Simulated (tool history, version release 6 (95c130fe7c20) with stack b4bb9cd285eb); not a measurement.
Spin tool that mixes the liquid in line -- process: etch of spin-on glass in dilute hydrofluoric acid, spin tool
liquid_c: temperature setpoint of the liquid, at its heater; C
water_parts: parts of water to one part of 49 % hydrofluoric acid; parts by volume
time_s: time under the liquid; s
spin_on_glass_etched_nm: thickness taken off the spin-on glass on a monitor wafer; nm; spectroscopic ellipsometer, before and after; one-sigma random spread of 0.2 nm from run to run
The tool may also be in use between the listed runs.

run 1 hour=0.0 | liquid_c=21.0 water_parts=165 time_s=50 | spin_on_glass_etched_nm=11.2970
run 2 hour=7.5 | liquid_c=21.0 water_parts=200 time_s=50 | spin_on_glass_etched_nm=9.0449
run 3 hour=15.1 | liquid_c=21.0 water_parts=255 time_s=50 | spin_on_glass_etched_nm=6.7646
run 4 hour=17.7 | liquid_c=18.5 water_parts=255 time_s=50 | spin_on_glass_etched_nm=6.0949
run 5 hour=21.1 | liquid_c=21.0 water_parts=255 time_s=50 | spin_on_glass_etched_nm=6.8085
run 6 hour=25.4 | liquid_c=21.0 water_parts=290 time_s=50 | spin_on_glass_etched_nm=5.7747
run 7 hour=28.7 | liquid_c=21.0 water_parts=290 time_s=50 | spin_on_glass_etched_nm=5.6790
run 8 hour=34.3 | liquid_c=23.0 water_parts=235 time_s=50 | spin_on_glass_etched_nm=8.0173

Run 9 comes next. What will it give?
run 9 hour=41.1 | liquid_c=24.5 water_parts=190 time_s=50 | spin_on_glass_etched_nm=?

Run 9 measured spin_on_glass_etched_nm 10.8920 nm.

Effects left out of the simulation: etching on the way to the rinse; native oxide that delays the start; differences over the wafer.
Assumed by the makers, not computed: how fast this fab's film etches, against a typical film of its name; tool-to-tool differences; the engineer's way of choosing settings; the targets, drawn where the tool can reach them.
